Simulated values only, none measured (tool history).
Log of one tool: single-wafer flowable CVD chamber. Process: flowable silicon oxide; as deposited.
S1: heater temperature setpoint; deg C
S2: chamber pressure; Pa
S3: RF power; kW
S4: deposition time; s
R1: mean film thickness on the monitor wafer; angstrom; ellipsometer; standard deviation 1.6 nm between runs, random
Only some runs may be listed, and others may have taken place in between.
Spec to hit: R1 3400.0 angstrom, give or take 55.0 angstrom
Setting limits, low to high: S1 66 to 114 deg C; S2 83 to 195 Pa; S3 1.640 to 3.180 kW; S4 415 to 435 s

| run | hour | S1 | S2 | S3 | S4 | R1 |
|---|---|---|---|---|---|---|
| 1 | 0.0 | 90 | 139 | 2.410 | 435 | 6156.8 |
| 2 | 0.8 | 92 | 139 | 2.410 | 435 | 5730.1 |
| 3 | 6.1 | 92 | 139 | 2.410 | 415 | 5447.0 |
| 4 | 9.5 | 92 | 163 | 2.410 | 415 | 6302.1 |
| 5 | 15.9 | 92 | 163 | 2.410 | 415 | 6221.5 |
| 6 | 23.1 | 92 | 163 | 2.640 | 415 | 6321.5 |
| 7 | 26.6 | 94 | 163 | 2.640 | 415 | 5838.9 |
|  | 34.1 | capacitance manometer re-zeroed and calibrated |
| 8 | 34.1 | 96 | 163 | 2.640 | 415 | 5109.6 |
| 9 | 39.5 | 96 | 163 | 2.640 | 415 | 5090.1 |
| 10 | 43.5 | 108 | 163 | 2.640 | 415 | 3224.7 |

Which of these 4 next moves meets every target?
| A | 47.5 | 107 | 148 | 2.445 | 435 | ? |
| B | 47.5 | 108 | 157 | 2.300 | 435 | ? |
| C | 47.5 | 110 | 177 | 2.820 | 428 | ? |
| D | 47.5 | 111 | 176 | 2.735 | 435 | ? |

| move | R1 |
|---|---|
| A | 3221.1 |
| B | 3261.4 |
| C | 3390.0 |
| D | 3296.2 |
A: as far off as the last run
B: closer than the last run, but not yet in spec
C: in spec on every target
D: closer than the last run, but not yet in spec
C is the move that brings every result within its allowed miss.

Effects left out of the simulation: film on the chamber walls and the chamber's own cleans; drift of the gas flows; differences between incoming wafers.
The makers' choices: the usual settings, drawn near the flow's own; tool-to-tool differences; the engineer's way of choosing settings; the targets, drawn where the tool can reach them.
